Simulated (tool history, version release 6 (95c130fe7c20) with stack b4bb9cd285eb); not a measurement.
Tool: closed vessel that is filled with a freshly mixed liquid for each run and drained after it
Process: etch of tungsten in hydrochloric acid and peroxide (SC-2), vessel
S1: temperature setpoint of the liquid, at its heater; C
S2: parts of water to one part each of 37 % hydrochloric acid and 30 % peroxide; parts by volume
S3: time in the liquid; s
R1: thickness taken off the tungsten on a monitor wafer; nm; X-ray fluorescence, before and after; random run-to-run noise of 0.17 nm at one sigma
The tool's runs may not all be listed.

run    day    S1   S2   S3      R1
  1  0.000  52.0  8.5  105  36.892
  2  0.312  48.0  8.5  105  28.240
  3  0.458  42.5  8.5  105  19.306
  4  0.562  42.5  8.5  110  20.453
  5  0.704  42.5  8.5  105  19.429
  6  0.921  44.5  8.5  105  22.376
  7  1.075  52.5  8.5  105  38.198
  8  1.317  53.0  8.5  105  39.390
  9  1.433  53.5  8.5  105  41.012
 10  1.779  57.0  8.5  105  51.169

Estimate the outcome of run 11 from the log above:
     2.038  -- new drum of peroxide connected
 11  2.038  56.5  8.5  105   ?

{"run 11": {"R1": 51.695}}

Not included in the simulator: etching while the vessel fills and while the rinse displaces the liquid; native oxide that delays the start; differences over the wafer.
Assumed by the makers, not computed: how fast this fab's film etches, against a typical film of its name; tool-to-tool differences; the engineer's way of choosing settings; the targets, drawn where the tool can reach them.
